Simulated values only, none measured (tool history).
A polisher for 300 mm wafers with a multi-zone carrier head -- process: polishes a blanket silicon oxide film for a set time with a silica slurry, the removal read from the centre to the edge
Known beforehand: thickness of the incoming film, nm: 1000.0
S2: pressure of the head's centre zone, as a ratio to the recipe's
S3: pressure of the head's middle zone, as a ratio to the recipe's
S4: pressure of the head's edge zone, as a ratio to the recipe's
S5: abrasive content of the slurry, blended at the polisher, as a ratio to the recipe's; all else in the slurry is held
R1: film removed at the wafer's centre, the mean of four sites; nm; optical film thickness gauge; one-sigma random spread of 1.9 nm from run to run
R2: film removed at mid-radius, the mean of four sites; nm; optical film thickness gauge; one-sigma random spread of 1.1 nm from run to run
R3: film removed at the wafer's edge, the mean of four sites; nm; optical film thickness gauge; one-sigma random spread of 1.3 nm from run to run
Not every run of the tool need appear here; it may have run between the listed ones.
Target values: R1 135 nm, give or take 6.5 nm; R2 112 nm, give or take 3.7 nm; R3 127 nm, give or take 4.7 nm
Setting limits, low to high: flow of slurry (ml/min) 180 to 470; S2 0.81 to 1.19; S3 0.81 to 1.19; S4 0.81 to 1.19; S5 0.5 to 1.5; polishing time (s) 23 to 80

run 1 day=0 | flow_of_slurry_(ml/min)=300 S2=1 S3=1 S4=1 S5=1 polishing_time_(s)=51 | R1=175.8 R2=176.32 R3=181.89
run 2 day=0.15 | flow_of_slurry_(ml/min)=300 S2=1.01 S3=0.97 S4=0.98 S5=0.9 polishing_time_(s)=50 | R1=166.71 R2=161.08 R3=167.29
run 3 day=0.45 | flow_of_slurry_(ml/min)=295 S2=1.01 S3=0.94 S4=0.97 S5=0.85 polishing_time_(s)=50 | R1=159.97 R2=151.37 R3=160.68
run 4 day=0.521 | flow_of_slurry_(ml/min)=295 S2=1.01 S3=0.94 S4=1.03 S5=0.85 polishing_time_(s)=50 | R1=159.3 R2=150.57 R3=167.87
run 5 day=0.879 | flow_of_slurry_(ml/min)=295 S2=1.02 S3=0.92 S4=1.01 S5=0.8 polishing_time_(s)=50 | R1=159.18 R2=147.08 R3=157.94
run 6 day=1.058 | flow_of_slurry_(ml/min)=295 S2=1.02 S3=1 S4=1.01 S5=0.8 polishing_time_(s)=50 | R1=161.14 R2=156.96 R3=158.03
run 7 day=1.238 | flow_of_slurry_(ml/min)=290 S2=1.02 S3=0.97 S4=1.01 S5=0.75 polishing_time_(s)=50 | R1=151.42 R2=145.05 R3=155.26
run 8 day=1.571 | flow_of_slurry_(ml/min)=285 S2=1.03 S3=0.95 S4=0.99 S5=0.7 polishing_time_(s)=50 | R1=151.38 R2=140.92 R3=147.77
run 9 day=1.804 | flow_of_slurry_(ml/min)=280 S2=1.03 S3=0.93 S4=0.98 S5=0.65 polishing_time_(s)=50 | R1=143.2 R2=131.25 R3=144.37
run 10 day=1.871 | flow_of_slurry_(ml/min)=280 S2=1.04 S3=0.92 S4=0.96 S5=0.65 polishing_time_(s)=50 | R1=143.68 R2=127.37 R3=138.18
run 11 day=2.038 | flow_of_slurry_(ml/min)=280 S2=1.04 S3=0.92 S4=0.96 S5=0.65 polishing_time_(s)=50 | R1=145.91 R2=127.55 R3=138.59
run 12 day=2.329 | flow_of_slurry_(ml/min)=275 S2=1.04 S3=0.91 S4=0.95 S5=0.65 polishing_time_(s)=50 | R1=149.71 R2=127.1 R3=141.4
run 13 day=2.417 | flow_of_slurry_(ml/min)=275 S2=1.04 S3=0.9 S4=0.94 S5=0.65 polishing_time_(s)=50 | R1=145.26 R2=125.85 R3=137.16
run 14 day=2.492 | flow_of_slurry_(ml/min)=275 S2=1.04 S3=0.9 S4=0.94 S5=0.65 polishing_time_(s)=50 | R1=141.56 R2=123.96 R3=137.19
run 15 day=2.842 | flow_of_slurry_(ml/min)=270 S2=1.04 S3=0.89 S4=0.93 S5=0.65 polishing_time_(s)=50 | R1=146.34 R2=124.73 R3=138.92
run 16 day=3.104 | flow_of_slurry_(ml/min)=270 S2=1.04 S3=0.88 S4=0.92 S5=0.65 polishing_time_(s)=50 | R1=142.75 R2=124.78 R3=140.42

Next run, 5 choices. One meets every target within its allowed miss, the rest don't. Which?
run A day=3.367 | flow_of_slurry_(ml/min)=190 S2=1.15 S3=0.92 S4=1.05 S5=0.5 polishing_time_(s)=52 | R1=? R2=? R3=?
run B day=3.367 | flow_of_slurry_(ml/min)=245 S2=0.87 S3=0.81 S4=0.96 S5=0.8 polishing_time_(s)=44 | R1=? R2=? R3=?
run C day=3.367 | flow_of_slurry_(ml/min)=235 S2=0.86 S3=0.81 S4=0.96 S5=0.7 polishing_time_(s)=47 | R1=? R2=? R3=?
run D day=3.367 | flow_of_slurry_(ml/min)=275 S2=0.91 S3=0.94 S4=0.9 S5=0.55 polishing_time_(s)=51 | R1=? R2=? R3=?
run E day=3.367 | flow_of_slurry_(ml/min)=290 S2=1.03 S3=0.83 S4=0.91 S5=0.5 polishing_time_(s)=49 | R1=? R2=? R3=?

move=A R1=133.29 R2=111.28 R3=128.13
move=B R1=121.66 R2=112.72 R3=137.09
move=C R1=119.84 R2=112.02 R3=136.38
move=D R1=120.87 R2=122.26 R3=127.06
move=E R1=121.06 R2=100.69 R3=116.67
A: all results in spec
B: meets the target for the result that was furthest off, but another lies outside its allowed miss
C: meets the target for the result that was furthest off, but another lies outside its allowed miss
D: moves toward the targets from the last run without getting all of them in spec
E: takes the biggest miss from the last run beyond its target
The move that meets every target is A.

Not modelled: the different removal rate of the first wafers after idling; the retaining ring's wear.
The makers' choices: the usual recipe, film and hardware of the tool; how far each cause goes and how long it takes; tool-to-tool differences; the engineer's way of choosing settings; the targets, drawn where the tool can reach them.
